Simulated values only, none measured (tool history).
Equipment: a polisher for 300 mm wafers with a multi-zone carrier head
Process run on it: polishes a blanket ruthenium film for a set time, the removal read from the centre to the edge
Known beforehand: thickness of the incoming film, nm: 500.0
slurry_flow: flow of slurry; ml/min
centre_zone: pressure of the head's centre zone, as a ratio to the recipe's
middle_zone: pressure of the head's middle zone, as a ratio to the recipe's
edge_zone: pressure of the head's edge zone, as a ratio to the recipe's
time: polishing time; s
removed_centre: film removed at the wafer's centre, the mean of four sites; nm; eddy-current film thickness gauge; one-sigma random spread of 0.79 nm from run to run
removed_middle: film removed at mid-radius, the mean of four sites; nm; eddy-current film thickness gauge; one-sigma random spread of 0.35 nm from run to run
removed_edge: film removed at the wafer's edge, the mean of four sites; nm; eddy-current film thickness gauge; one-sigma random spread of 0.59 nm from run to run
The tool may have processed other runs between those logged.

{"run": 1, "hour": 0.0, "slurry_flow": 300, "centre_zone": 1.0, "middle_zone": 1.0, "edge_zone": 1.0, "time": 85, "removed_centre": 92.253, "removed_middle": 91.522, "removed_edge": 89.819}
{"run": 2, "hour": 1.2, "slurry_flow": 280, "centre_zone": 1.01, "middle_zone": 0.96, "edge_zone": 0.96, "time": 73, "removed_centre": 75.465, "removed_middle": 75.532, "removed_edge": 76.406}
{"run": 3, "hour": 4.3, "slurry_flow": 285, "centre_zone": 1.06, "middle_zone": 0.93, "edge_zone": 0.92, "time": 64, "removed_centre": 70.593, "removed_middle": 64.945, "removed_edge": 66.682}
{"run": 4, "hour": 11.8, "slurry_flow": 285, "centre_zone": 1.06, "middle_zone": 0.93, "edge_zone": 1.01, "time": 64, "removed_centre": 71.982, "removed_middle": 64.835, "removed_edge": 68.045}
{"run": 5, "hour": 15.4, "slurry_flow": 285, "centre_zone": 1.06, "middle_zone": 0.93, "edge_zone": 1.01, "time": 78, "removed_centre": 86.49, "removed_middle": 79.873, "removed_edge": 81.349}
{"run": 6, "hour": 21.6, "slurry_flow": 285, "centre_zone": 1.06, "middle_zone": 0.93, "edge_zone": 1.07, "time": 78, "removed_centre": 87.879, "removed_middle": 77.752, "removed_edge": 83.063}
{"run": 7, "hour": 29.3, "slurry_flow": 275, "centre_zone": 1.09, "middle_zone": 0.92, "edge_zone": 1.03, "time": 67, "removed_centre": 76.063, "removed_middle": 66.787, "removed_edge": 70.659}
{"run": 8, "hour": 37.4, "slurry_flow": 270, "centre_zone": 1.11, "middle_zone": 0.91, "edge_zone": 1.0, "time": 59, "removed_centre": 69.852, "removed_middle": 58.737, "removed_edge": 61.39}
{"run": 9, "hour": 45.3, "slurry_flow": 240, "centre_zone": 1.03, "middle_zone": 0.81, "edge_zone": 0.9, "time": 42, "removed_centre": 43.929, "removed_middle": 37.327, "removed_edge": 42.204}

Estimate the outcome of run 10 from the log above:
{"run": 10, "hour": 47.6, "slurry_flow": 280, "centre_zone": 1.05, "middle_zone": 0.82, "edge_zone": 0.89, "time": 41, "removed_centre": "?", "removed_middle": "?", "removed_edge": "?"}

Run 10 came out at removed_centre 45.937 nm, removed_middle 37.333 nm, removed_edge 41.472 nm.

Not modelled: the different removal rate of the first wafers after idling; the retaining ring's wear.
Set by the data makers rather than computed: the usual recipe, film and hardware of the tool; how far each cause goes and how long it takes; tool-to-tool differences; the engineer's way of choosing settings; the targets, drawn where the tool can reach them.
